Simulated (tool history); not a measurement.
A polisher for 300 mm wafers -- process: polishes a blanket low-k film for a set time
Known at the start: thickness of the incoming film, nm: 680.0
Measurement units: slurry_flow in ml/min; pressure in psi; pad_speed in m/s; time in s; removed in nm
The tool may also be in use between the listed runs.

Run 1, day 0: slurry_flow 130 ml/min, pressure 2.5 psi, pad_speed 0.86 m/s, slurry_solids 1, time 63 s. Result: removed 30.896 nm.
Run 2, day 0.058: slurry_flow 130 ml/min, pressure 2.5 psi, pad_speed 0.86 m/s, slurry_solids 0.9, time 63 s. Result: removed 29.702 nm.
Run 3, day 0.367: slurry_flow 150 ml/min, pressure 2.5 psi, pad_speed 0.86 m/s, slurry_solids 0.9, time 63 s. Result: removed 30.344 nm.
Run 4, day 0.496: slurry_flow 160 ml/min, pressure 3 psi, pad_speed 0.88 m/s, slurry_solids 0.9, time 63 s. Result: removed 36.939 nm.
Run 5, day 0.825: slurry_flow 165 ml/min, pressure 3.3 psi, pad_speed 0.92 m/s, slurry_solids 0.9, time 63 s. Result: removed 42.739 nm.
Run 6, day 1.175: slurry_flow 165 ml/min, pressure 3.3 psi, pad_speed 0.82 m/s, slurry_solids 0.9, time 63 s. Result: removed 38.205 nm.
Run 7, day 1.433: slurry_flow 170 ml/min, pressure 3.5 psi, pad_speed 0.88 m/s, slurry_solids 0.9, time 63 s. Result: removed 43.299 nm.
Run 8, day 1.529: slurry_flow 175 ml/min, pressure 3.6 psi, pad_speed 0.92 m/s, slurry_solids 0.9, time 63 s. Result: removed 46.387 nm.

For run 9, what comes out?
Run 9, day 1.55: slurry_flow 175 ml/min, pressure 3.7 psi, pad_speed 0.96 m/s, slurry_solids 0.9, time 63 s. Result: removed ?.

removed: 49.321 nm

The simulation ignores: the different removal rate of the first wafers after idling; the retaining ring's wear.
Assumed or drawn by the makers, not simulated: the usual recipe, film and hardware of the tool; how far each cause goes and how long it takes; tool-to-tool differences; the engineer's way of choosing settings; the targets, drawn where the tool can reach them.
